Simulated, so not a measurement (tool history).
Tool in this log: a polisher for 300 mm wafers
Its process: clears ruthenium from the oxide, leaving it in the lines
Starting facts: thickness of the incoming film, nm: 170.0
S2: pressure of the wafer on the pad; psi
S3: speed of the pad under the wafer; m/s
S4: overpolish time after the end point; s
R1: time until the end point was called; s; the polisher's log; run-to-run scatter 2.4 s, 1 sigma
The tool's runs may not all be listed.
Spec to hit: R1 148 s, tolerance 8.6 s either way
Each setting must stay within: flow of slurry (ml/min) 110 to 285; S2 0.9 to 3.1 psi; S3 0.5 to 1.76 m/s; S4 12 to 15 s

run 1 hour=0 | flow_of_slurry_(ml/min)=180 S2=2 S3=1.12 S4=15 | R1=109.54
run 2 hour=0.8 | flow_of_slurry_(ml/min)=180 S2=1.9 S3=1.12 S4=15 | R1=114.81
run 3 hour=5.8 | flow_of_slurry_(ml/min)=180 S2=1.9 S3=1.28 S4=15 | R1=104.71
run 4 hour=8.8 | flow_of_slurry_(ml/min)=145 S2=1.9 S3=1.28 S4=15 | R1=111.68
run 5 hour=12.9 | flow_of_slurry_(ml/min)=190 S2=1.9 S3=1.28 S4=15 | R1=103.39
run 6 hour=19.7 | flow_of_slurry_(ml/min)=190 S2=1.9 S3=1.28 S4=15 | R1=101.92
run 7 hour=27.6 | flow_of_slurry_(ml/min)=185 S2=1.8 S3=1.26 S4=15 | R1=112.62
run 8 hour=35 | flow_of_slurry_(ml/min)=180 S2=1.7 S3=1.26 S4=15 | R1=122.31
run 9 hour=40.3 | flow_of_slurry_(ml/min)=175 S2=1.6 S3=1.26 S4=15 | R1=127.96
run 10 hour=44.5 | flow_of_slurry_(ml/min)=170 S2=1.6 S3=1.26 S4=15 | R1=122.09
run 11 hour=52.3 | flow_of_slurry_(ml/min)=170 S2=1.5 S3=1.24 S4=15 | R1=133.99

Exercise: of the 5 proposed moves below, exactly one satisfies all targets within the stated allowed misses. Which move is it?
run A hour=60.1 | flow_of_slurry_(ml/min)=160 S2=1.5 S3=1.18 S4=12 | R1=?
run B hour=60.1 | flow_of_slurry_(ml/min)=160 S2=1.3 S3=1.18 S4=12 | R1=?
run C hour=60.1 | flow_of_slurry_(ml/min)=160 S2=1.5 S3=1.28 S4=15 | R1=?
run D hour=60.1 | flow_of_slurry_(ml/min)=150 S2=1.6 S3=1.34 S4=12 | R1=?
run E hour=60.1 | flow_of_slurry_(ml/min)=160 S2=1.6 S3=1.22 S4=13 | R1=?

move=A R1=146.19
move=B R1=167.66
move=C R1=136.8
move=D R1=125.32
move=E R1=133.72
A: all results land within tolerance of their targets
B: the result that was furthest off in the last run now lies on the other side of its target
C: an improvement on the last run, though not all results are within tolerance
D: lands further from the targets than the last run did
E: as far off as the last run
Correct choice: A, which meets every target
